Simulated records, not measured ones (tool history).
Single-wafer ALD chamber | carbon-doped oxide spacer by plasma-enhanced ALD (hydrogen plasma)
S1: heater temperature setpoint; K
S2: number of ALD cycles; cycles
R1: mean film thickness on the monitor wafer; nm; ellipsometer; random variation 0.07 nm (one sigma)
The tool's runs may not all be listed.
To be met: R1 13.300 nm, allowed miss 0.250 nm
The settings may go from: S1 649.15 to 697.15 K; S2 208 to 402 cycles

Run 1, hour 0.0: S1 673.15 K, S2 305 cycles. Result: R1 14.828 nm.
Run 2, hour 2.0: S1 673.15 K, S2 297 cycles. Result: R1 14.442 nm.
Run 3, hour 3.8: S1 673.15 K, S2 291 cycles. Result: R1 14.155 nm.
Run 4, hour 4.7: S1 665.15 K, S2 291 cycles. Result: R1 14.267 nm.
Run 5, hour 11.3: S1 665.15 K, S2 286 cycles. Result: R1 13.943 nm.
Run 6, hour 12.2: S1 665.15 K, S2 283 cycles. Result: R1 13.748 nm.
Run 7, hour 18.3: S1 665.15 K, S2 281 cycles. Result: R1 13.791 nm.
Run 8, hour 21.2: S1 665.15 K, S2 278 cycles. Result: R1 13.600 nm.

Which of these 5 next moves meets every target?
Run A, hour 24.1: S1 673.15 K, S2 284 cycles. Result: R1 ?.
Run B, hour 24.1: S1 671.15 K, S2 286 cycles. Result: R1 ?.
Run C, hour 24.1: S1 670.15 K, S2 291 cycles. Result: R1 ?.
Run D, hour 24.1: S1 654.15 K, S2 283 cycles. Result: R1 ?.
Run E, hour 24.1: S1 658.15 K, S2 271 cycles. Result: R1 ?.

move      R1
   A  14.028
   B  14.126
   C  14.373
   D  13.978
   E  13.386
A: further off than the last run
B: further off than the last run
C: further off than the last run
D: further off than the last run
E: meets every target
The right move is E.
